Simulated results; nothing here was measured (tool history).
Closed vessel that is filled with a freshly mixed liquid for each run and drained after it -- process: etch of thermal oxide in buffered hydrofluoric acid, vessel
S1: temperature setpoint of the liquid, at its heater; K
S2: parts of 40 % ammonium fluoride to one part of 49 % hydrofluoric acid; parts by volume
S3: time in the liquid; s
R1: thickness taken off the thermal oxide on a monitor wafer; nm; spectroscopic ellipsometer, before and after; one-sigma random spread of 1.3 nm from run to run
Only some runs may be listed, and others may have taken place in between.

run,hour,S1,S2,S3,R1
1,0,297.15,7,105,170.75
2,1.4,297.15,7,105,173.69
3,6.9,300.15,7,105,204.92
4,11.8,300.65,7,105,206.98
5,14.1,300.65,8,105,182.09
6,20.3,301.65,8,105,189.65
7,21.2,302.65,8,105,202.22
8,26.2,303.15,8,105,206.18

Predict the results of run 9:
9,29.8,303.65,8,105,?

Logged for run 9: R1 211.06 nm.
